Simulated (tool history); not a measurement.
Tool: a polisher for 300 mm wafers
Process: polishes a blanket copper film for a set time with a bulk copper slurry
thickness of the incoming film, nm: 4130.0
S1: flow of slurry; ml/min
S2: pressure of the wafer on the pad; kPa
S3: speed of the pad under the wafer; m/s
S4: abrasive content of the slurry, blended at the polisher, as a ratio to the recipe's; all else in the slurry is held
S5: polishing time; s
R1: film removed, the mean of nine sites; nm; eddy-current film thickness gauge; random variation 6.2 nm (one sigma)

| run | hour | S1 | S2 | S3 | S4 | S5 | R1 |
|---|---|---|---|---|---|---|---|
| 1 | 0.0 | 305 | 23.4 | 1.16 | 1.0 | 62 | 840.64 |
| 2 | 8.3 | 305 | 23.4 | 1.16 | 1.2 | 62 | 861.29 |
| 3 | 10.9 | 340 | 23.4 | 1.16 | 1.2 | 62 | 877.76 |
| 4 | 18.5 | 335 | 22.1 | 1.16 | 1.2 | 62 | 845.17 |
| 5 | 24.2 | 335 | 22.1 | 1.16 | 1.2 | 62 | 832.40 |
| 6 | 25.2 | 325 | 21.4 | 1.16 | 1.2 | 62 | 804.06 |

Forecast run 7:
| 7 | 30.4 | 315 | 20.7 | 1.16 | 1.2 | 62 | ? |

{"run 7": {"R1": 798.4}}
